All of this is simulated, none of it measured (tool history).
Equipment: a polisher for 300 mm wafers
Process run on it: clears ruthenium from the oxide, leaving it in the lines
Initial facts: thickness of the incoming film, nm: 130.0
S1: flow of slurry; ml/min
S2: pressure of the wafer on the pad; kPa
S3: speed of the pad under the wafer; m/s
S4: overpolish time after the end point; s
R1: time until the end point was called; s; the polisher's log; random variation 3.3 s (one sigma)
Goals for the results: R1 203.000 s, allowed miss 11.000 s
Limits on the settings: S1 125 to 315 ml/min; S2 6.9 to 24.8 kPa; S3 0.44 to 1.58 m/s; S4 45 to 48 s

run	hour	S1	S2	S3	S4	R1
1	0.0	205	15.9	1.00	45	94.105
2	6.2	205	14.5	0.98	45	102.550
3	15.3	205	14.5	0.74	45	132.930
4	18.4	205	13.8	0.74	45	134.870
5	19.4	205	13.8	0.74	45	137.560
6	24.4	235	13.8	0.74	45	137.080
7	30.8	235	13.1	0.74	45	139.130
8	36.5	235	12.4	0.72	45	145.040
9	39.8	235	11.7	0.70	45	155.600
10	48.4	235	11.0	0.70	45	163.570

5 next moves are on the table. One of them brings every result within its allowed miss. Which?
A	57.0	220	9.0	0.70	45	?
B	57.0	235	9.0	0.64	48	?
C	57.0	225	8.3	0.58	48	?
D	57.0	210	13.8	0.56	45	?
E	57.0	240	13.1	0.94	48	?

move	R1
A	186.230
B	201.180
C	232.160
D	178.060
E	110.160
A: closes in on the targets versus the last run, not all within tolerance yet
B: in spec on every target
C: moves the result that the last run missed by most past its target, out the other side
D: closes in on the targets versus the last run, not all within tolerance yet
E: lands further from the targets than the last run did
The move that meets every target is B.
